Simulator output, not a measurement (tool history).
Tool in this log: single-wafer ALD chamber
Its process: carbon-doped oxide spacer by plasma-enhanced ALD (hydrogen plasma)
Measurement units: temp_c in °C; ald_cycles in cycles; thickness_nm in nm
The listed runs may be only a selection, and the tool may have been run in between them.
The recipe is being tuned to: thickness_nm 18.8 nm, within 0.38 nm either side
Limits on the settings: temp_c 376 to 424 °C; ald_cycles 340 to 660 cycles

Run 1, hour 0: temp_c 400 °C, ald_cycles 500 cycles. Result: thickness_nm 24.634 nm.
Run 2, hour 7: temp_c 391 °C, ald_cycles 500 cycles. Result: thickness_nm 24.698 nm.
Run 3, hour 8.2: temp_c 391 °C, ald_cycles 467 cycles. Result: thickness_nm 22.916 nm.
Run 4, hour 12.8: temp_c 395 °C, ald_cycles 467 cycles. Result: thickness_nm 23.111 nm.
Run 5, hour 16.7: temp_c 395 °C, ald_cycles 445 cycles. Result: thickness_nm 22.008 nm.
Run 6, hour 19.4: temp_c 395 °C, ald_cycles 409 cycles. Result: thickness_nm 20.27 nm.
Run 7, hour 25.4: temp_c 395 °C, ald_cycles 402 cycles. Result: thickness_nm 19.863 nm.
Run 8, hour 30.6: temp_c 395 °C, ald_cycles 397 cycles. Result: thickness_nm 19.682 nm.
Run 9, hour 34.4: temp_c 395 °C, ald_cycles 393 cycles. Result: thickness_nm 19.443 nm.
Run 10, hour 38.5: temp_c 395 °C, ald_cycles 390 cycles. Result: thickness_nm 19.225 nm.

Consider the 5 candidate settings below. Which is the only one whose results all fall within their allowed miss of target?
Run A, hour 42.6: temp_c 398 °C, ald_cycles 378 cycles. Result: thickness_nm ?.
Run B, hour 42.6: temp_c 381 °C, ald_cycles 365 cycles. Result: thickness_nm ?.
Run C, hour 42.6: temp_c 392 °C, ald_cycles 402 cycles. Result: thickness_nm ?.
Run D, hour 42.6: temp_c 386 °C, ald_cycles 405 cycles. Result: thickness_nm ?.
Run E, hour 42.6: temp_c 376 °C, ald_cycles 365 cycles. Result: thickness_nm ?.

move  thickness_nm
   A        18.637
   B        17.996
   C         19.82
   D        19.968
   E        17.996
A: hits every target within its allowed miss
B: moves the result that the last run missed by most past its target, out the other side
C: its largest miss is bigger than the last run's
D: its largest miss is bigger than the last run's
E: moves the result that the last run missed by most past its target, out the other side
Move A is the one to make.
